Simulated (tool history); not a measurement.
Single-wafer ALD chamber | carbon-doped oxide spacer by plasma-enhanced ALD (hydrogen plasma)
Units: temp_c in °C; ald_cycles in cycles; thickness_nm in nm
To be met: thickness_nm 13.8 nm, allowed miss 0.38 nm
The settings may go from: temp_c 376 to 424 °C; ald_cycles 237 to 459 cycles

run,hour,temp_c,ald_cycles,thickness_nm
1,0,400,348,16.2
2,6.4,400,337,15.732
3,14.9,400,319,14.921
4,16.5,400,314,14.695
5,21.6,400,269,12.522
6,25.6,396,269,12.658
7,26.9,396,274,12.847
8,34.7,396,278,12.995
9,36.1,396,282,13.299
10,38.6,396,284,13.32

4 next moves are on the table. One of them brings every result within its allowed miss. Which?
A,41.1,393,275,?
B,41.1,391,317,?
C,41.1,401,280,?
D,41.1,385,296,?

move,thickness_nm
A,12.917
B,14.89
C,13.017
D,13.903
A: further off than the last run
B: takes the result that was furthest off past its target
C: further off than the last run
D: meets every target
Move D is the one to make.
